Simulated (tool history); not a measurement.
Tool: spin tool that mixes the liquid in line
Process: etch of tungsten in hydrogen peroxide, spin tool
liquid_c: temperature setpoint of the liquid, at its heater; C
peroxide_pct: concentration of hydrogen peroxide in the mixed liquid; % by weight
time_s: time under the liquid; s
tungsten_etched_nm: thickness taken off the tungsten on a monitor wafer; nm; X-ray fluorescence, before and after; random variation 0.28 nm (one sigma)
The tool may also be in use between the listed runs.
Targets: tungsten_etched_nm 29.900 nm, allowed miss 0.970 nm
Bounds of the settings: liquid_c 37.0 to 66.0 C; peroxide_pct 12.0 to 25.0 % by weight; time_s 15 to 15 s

run 1 hour=0.0 | liquid_c=53.0 peroxide_pct=17.0 time_s=15 | tungsten_etched_nm=58.090
run 2 hour=4.9 | liquid_c=53.0 peroxide_pct=19.5 time_s=15 | tungsten_etched_nm=62.508
run 3 hour=10.9 | liquid_c=51.5 peroxide_pct=19.5 time_s=15 | tungsten_etched_nm=56.437
run 4 hour=18.7 | liquid_c=51.5 peroxide_pct=17.5 time_s=15 | tungsten_etched_nm=54.394
run 5 hour=19.4 | liquid_c=51.5 peroxide_pct=20.5 time_s=15 | tungsten_etched_nm=58.029
run 6 hour=27.1 | liquid_c=51.5 peroxide_pct=17.5 time_s=15 | tungsten_etched_nm=54.469
run 7 hour=28.3 | liquid_c=50.0 peroxide_pct=17.5 time_s=15 | tungsten_etched_nm=49.817
run 8 hour=31.0 | liquid_c=49.0 peroxide_pct=17.5 time_s=15 | tungsten_etched_nm=46.358
run 9 hour=33.1 | liquid_c=41.0 peroxide_pct=17.5 time_s=15 | tungsten_etched_nm=28.309

Which of these 4 next moves meets every target?
run A hour=35.2 | liquid_c=42.0 peroxide_pct=17.5 time_s=15 | tungsten_etched_nm=?
run B hour=35.2 | liquid_c=42.0 peroxide_pct=19.0 time_s=15 | tungsten_etched_nm=?
run C hour=35.2 | liquid_c=43.5 peroxide_pct=16.0 time_s=15 | tungsten_etched_nm=?
run D hour=35.2 | liquid_c=45.0 peroxide_pct=13.5 time_s=15 | tungsten_etched_nm=?

move=A tungsten_etched_nm=30.056
move=B tungsten_etched_nm=31.318
move=C tungsten_etched_nm=31.597
move=D tungsten_etched_nm=31.881
A: meets every target
B: takes the result that was furthest off past its target
C: takes the result that was furthest off past its target
D: takes the result that was furthest off past its target
Move A is the one to make.

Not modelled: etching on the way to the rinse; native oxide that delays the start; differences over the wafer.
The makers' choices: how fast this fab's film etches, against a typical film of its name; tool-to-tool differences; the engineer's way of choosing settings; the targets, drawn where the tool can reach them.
